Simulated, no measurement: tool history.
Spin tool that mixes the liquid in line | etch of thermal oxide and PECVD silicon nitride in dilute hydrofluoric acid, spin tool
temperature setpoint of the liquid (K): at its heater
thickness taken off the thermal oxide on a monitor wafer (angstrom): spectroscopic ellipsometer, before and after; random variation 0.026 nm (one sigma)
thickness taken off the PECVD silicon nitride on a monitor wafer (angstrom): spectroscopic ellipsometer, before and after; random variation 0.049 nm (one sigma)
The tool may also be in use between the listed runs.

run  hour  temperature setpoint of the liquid (K)  parts of water to one part of 49 % hydrofluoric acid (parts by volume)  time under the liquid (s)  thickness taken off the thermal oxide on a monitor wafer (angstrom)  thickness taken off the PECVD silicon nitride on a monitor wafer (angstrom)
  1   0.0                                  294.15                                                                     190                        180                                                               32.988                                                                       17.740
  2   8.3                                  295.15                                                                     185                        180                                                               35.673                                                                       19.854
  3   9.5                                  296.65                                                                     185                        180                                                               37.753                                                                       20.707
  4  12.5                                  296.65                                                                     185                        215                                                               45.426                                                                       25.397
  5  19.6                                  296.65                                                                     235                        215                                                               33.322                                                                       20.146
  6  25.3                                  294.15                                                                     235                        215                                                               30.949                                                                       17.336

Forecast run 7:
  7  28.9                                  295.15                                                                     225                        215                                                                    ?                                                                            ?

{"run 7": {"thickness taken off the thermal oxide on a monitor wafer (angstrom)": 33.195, "thickness taken off the PECVD silicon nitride on a monitor wafer (angstrom)": 19.396}}

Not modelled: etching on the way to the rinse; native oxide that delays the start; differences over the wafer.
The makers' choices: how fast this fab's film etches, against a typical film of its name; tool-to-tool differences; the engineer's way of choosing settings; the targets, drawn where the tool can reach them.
